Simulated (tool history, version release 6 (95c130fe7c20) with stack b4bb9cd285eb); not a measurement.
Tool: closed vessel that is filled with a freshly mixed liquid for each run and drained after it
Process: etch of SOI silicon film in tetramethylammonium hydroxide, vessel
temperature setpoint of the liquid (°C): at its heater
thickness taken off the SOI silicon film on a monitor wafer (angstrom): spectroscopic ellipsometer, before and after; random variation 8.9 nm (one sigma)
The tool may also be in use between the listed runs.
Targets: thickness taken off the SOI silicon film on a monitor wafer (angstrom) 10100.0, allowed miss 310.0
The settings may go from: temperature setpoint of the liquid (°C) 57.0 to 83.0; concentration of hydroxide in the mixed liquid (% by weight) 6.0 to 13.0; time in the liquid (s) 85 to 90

run  hour  temperature setpoint of the liquid (°C)  concentration of hydroxide in the mixed liquid (% by weight)  time in the liquid (s)  thickness taken off the SOI silicon film on a monitor wafer (angstrom)
  1   0.0                                     70.0                                                           9.0                      85                                                                  6602.5
  2   1.4                                     72.0                                                           9.0                      85                                                                  7337.3
  3   5.6                                     73.5                                                           9.0                      85                                                                  8160.5
  4  11.5                                     73.5                                                           9.0                      85                                                                  8035.8
  5  17.9                                     74.5                                                           9.0                      85                                                                  8496.8
  6  25.4                                     75.5                                                           9.0                      85                                                                  8964.4
  7  27.7                                     76.0                                                           9.0                      85                                                                  9283.7
  8  29.8                                     76.5                                                           9.0                      85                                                                  9520.4

4 next moves are on the table. One of them brings every result within its allowed miss. Which?
  A  31.9                                     75.5                                                           9.0                      85                                                                       ?
  B  31.9                                     77.0                                                           9.5                      85                                                                       ?
  C  31.9                                     75.0                                                           8.0                      85                                                                       ?
  D  31.9                                     77.5                                                          10.5                      90                                                                       ?

move  thickness taken off the SOI silicon film on a monitor wafer (angstrom)
   A                                                                  8956.4
   B                                                                  9553.3
   C                                                                  9057.0
   D                                                                 10028.0
A: further off than the last run
B: nearer than the last run, and not there yet
C: further off than the last run
D: meets every target
Move D is the one to make.

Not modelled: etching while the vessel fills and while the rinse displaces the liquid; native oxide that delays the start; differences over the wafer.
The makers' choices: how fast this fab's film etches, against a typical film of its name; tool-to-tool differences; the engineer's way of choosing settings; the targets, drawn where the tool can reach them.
